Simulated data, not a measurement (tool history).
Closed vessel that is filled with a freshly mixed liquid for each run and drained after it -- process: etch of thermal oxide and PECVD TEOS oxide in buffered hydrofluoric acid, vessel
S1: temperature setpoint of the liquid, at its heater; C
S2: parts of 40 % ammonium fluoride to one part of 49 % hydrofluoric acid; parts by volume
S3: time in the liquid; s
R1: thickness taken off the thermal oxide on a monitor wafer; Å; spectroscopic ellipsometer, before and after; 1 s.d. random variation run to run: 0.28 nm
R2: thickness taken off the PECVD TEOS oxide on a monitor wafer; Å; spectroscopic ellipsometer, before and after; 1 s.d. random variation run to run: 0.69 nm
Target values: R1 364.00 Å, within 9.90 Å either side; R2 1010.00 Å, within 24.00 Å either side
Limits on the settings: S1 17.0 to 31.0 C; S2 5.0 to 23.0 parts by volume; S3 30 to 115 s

run  hour    S1    S2  S3      R1       R2
  1   0.0  23.0  14.0  60  432.02  1205.90
  2   8.2  22.0  14.0  60  414.59  1144.10
  3  17.0  22.0  12.0  60  487.15  1337.80
  4  20.8  20.5  12.5  60  422.61  1176.90
  5  22.0  19.5  12.5  60  405.71  1122.40
  6  30.6  19.5  15.0  60  335.55   929.15
  7  32.2  20.0  15.0  60  342.86   974.47
  8  34.8  20.5  15.0  60  351.70   984.37
  9  43.5  20.5  15.0  60  353.27   986.48

Pick the move, out of 5, that brings all results within their allowed miss; only one does.
  A  52.2  19.0  13.5  65   ?   ?
  B  52.2  18.5  15.0  65   ?   ?
  C  52.2  18.5  18.5  85   ?   ?
  D  52.2  22.0  14.0  55   ?   ?
  E  52.2  22.0  15.0  60   ?   ?

move      R1       R2
   A  392.93  1073.60
   B  344.41   941.03
   C  366.23  1000.70
   D  379.36  1036.50
   E  386.72  1056.60
A: the result that was furthest off in the last run now lies on the other side of its target
B: misses by more than the last run did
C: hits every target within its allowed miss
D: the result that was furthest off in the last run now lies on the other side of its target
E: the result that was furthest off in the last run now lies on the other side of its target
The move that meets every target is C.

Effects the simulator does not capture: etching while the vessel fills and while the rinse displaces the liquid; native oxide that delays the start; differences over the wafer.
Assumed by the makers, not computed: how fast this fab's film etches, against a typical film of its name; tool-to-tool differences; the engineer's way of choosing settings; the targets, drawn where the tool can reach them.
